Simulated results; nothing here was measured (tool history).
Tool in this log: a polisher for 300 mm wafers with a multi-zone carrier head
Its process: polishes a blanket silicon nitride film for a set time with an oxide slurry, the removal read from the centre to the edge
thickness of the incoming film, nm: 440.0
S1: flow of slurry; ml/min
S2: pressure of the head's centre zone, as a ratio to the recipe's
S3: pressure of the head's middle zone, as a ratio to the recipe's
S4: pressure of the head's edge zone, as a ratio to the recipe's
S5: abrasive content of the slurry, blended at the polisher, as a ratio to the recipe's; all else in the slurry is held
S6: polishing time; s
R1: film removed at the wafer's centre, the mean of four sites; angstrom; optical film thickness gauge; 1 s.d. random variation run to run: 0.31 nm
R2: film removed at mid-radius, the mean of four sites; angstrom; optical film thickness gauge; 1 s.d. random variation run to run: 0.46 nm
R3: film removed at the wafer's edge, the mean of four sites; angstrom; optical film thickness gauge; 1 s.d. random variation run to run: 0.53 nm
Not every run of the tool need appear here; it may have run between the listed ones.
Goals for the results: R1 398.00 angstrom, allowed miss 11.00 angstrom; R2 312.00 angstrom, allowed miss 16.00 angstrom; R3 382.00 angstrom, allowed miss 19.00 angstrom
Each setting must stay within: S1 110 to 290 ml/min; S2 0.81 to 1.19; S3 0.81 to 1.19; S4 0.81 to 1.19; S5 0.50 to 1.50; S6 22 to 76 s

| run | hour | S1 | S2 | S3 | S4 | S5 | S6 | R1 | R2 | R3 |
|---|---|---|---|---|---|---|---|---|---|---|
| 1 | 0.0 | 185 | 1.00 | 1.00 | 1.00 | 1.00 | 49 | 300.64 | 300.93 | 306.46 |
| 2 | 5.5 | 190 | 1.01 | 0.99 | 1.02 | 1.00 | 49 | 305.65 | 301.87 | 317.14 |
| 3 | 7.2 | 190 | 1.01 | 0.95 | 1.02 | 1.00 | 49 | 305.81 | 284.02 | 320.02 |
| 4 | 13.9 | 195 | 1.02 | 0.95 | 1.03 | 1.00 | 49 | 313.16 | 283.11 | 319.24 |
| 5 | 16.3 | 200 | 1.03 | 0.95 | 1.04 | 1.00 | 49 | 315.17 | 290.71 | 308.72 |
| 6 | 24.2 | 195 | 1.03 | 0.94 | 1.04 | 1.05 | 49 | 322.46 | 292.90 | 322.04 |
| 7 | 25.5 | 195 | 1.03 | 0.93 | 1.04 | 1.10 | 49 | 327.30 | 282.16 | 326.36 |
| 8 | 31.1 | 195 | 1.03 | 0.93 | 1.04 | 1.15 | 49 | 330.07 | 296.00 | 337.13 |

Exactly one of the 5 candidate moves below puts every result within its allowed miss. Which one?
| A | 36.7 | 275 | 1.12 | 1.03 | 1.05 | 0.95 | 48 | ? | ? | ? |
| B | 36.7 | 250 | 0.98 | 0.89 | 1.01 | 1.25 | 44 | ? | ? | ? |
| C | 36.7 | 190 | 1.12 | 0.97 | 0.98 | 1.15 | 51 | ? | ? | ? |
| D | 36.7 | 225 | 1.11 | 0.95 | 1.03 | 1.10 | 48 | ? | ? | ? |
| E | 36.7 | 190 | 1.06 | 0.83 | 1.01 | 1.20 | 57 | ? | ? | ? |

| move | R1 | R2 | R3 |
|---|---|---|---|
| A | 343.76 | 312.34 | 309.55 |
| B | 299.30 | 276.06 | 304.54 |
| C | 369.62 | 321.26 | 328.15 |
| D | 349.12 | 300.02 | 317.50 |
| E | 396.19 | 320.26 | 378.32 |
A: closer than the last run, but not yet in spec
B: further off than the last run
C: closer than the last run, but not yet in spec
D: closer than the last run, but not yet in spec
E: each result inside its tolerance
Correct choice: E, which meets every target
